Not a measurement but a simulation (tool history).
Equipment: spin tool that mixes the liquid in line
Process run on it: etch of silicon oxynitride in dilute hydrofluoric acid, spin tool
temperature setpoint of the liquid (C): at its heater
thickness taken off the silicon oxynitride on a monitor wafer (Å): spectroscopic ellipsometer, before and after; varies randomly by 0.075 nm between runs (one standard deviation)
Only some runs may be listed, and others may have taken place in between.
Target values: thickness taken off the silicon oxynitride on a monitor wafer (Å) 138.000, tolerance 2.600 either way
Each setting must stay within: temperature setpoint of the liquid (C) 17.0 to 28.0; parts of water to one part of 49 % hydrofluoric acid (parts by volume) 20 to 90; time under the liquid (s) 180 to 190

| run | hour | temperature setpoint of the liquid (C) | parts of water to one part of 49 % hydrofluoric acid (parts by volume) | time under the liquid (s) | thickness taken off the silicon oxynitride on a monitor wafer (Å) |
|---|---|---|---|---|---|
| 1 | 0.0 | 20.0 | 50 | 180 | 102.310 |
| 2 | 8.7 | 20.0 | 65 | 180 | 77.712 |
| 3 | 10.6 | 18.0 | 65 | 180 | 69.945 |
| 4 | 17.5 | 18.0 | 55 | 180 | 83.640 |
|  | 25.9 | thermometer replaced |
| 5 | 25.9 | 20.0 | 55 | 180 | 100.740 |
| 6 | 30.7 | 21.0 | 55 | 180 | 106.630 |
| 7 | 34.2 | 21.5 | 55 | 180 | 108.490 |
| 8 | 35.6 | 22.0 | 55 | 180 | 112.220 |

Of the 4 settings listed for the next run, only one would bring every result within its allowed miss of target. Which one?
| A | 37.0 | 22.0 | 45 | 190 | ? |
| B | 37.0 | 24.0 | 50 | 190 | ? |
| C | 37.0 | 18.5 | 40 | 180 | ? |
| D | 37.0 | 23.0 | 50 | 190 | ? |

| move | thickness taken off the silicon oxynitride on a monitor wafer (Å) |
|---|---|
| A | 145.380 |
| B | 143.830 |
| C | 130.300 |
| D | 136.960 |
A: takes the result that was furthest off past its target
B: takes the result that was furthest off past its target
C: nearer the targets than the last run, but a result is still out of spec
D: every result within its allowed miss
The move that meets every target is D.
